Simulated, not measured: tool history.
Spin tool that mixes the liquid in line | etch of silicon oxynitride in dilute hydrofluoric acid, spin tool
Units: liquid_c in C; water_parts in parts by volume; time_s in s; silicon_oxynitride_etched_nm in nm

run,hour,liquid_c,water_parts,time_s,silicon_oxynitride_etched_nm
1,0,20,100,60,0.68238
2,0.9,20,120,60,0.55964
3,3.6,18.5,120,60,0.52118
4,4.4,18.5,120,40,0.35527
5,5.8,20.5,120,40,0.38044
6,11.5,20.5,105,40,0.44353
7,15,20.5,90,40,0.53154
8,21.3,24.5,50,45,1.3182
9,30.2,24,50,45,1.32
10,35,20,60,45,0.86919
11,36.5,20.5,60,45,0.91792

The next listed run, before its measurement:
12,39.4,21,60,45,?

Run 12 gave silicon_oxynitride_etched_nm 0.92047 nm.
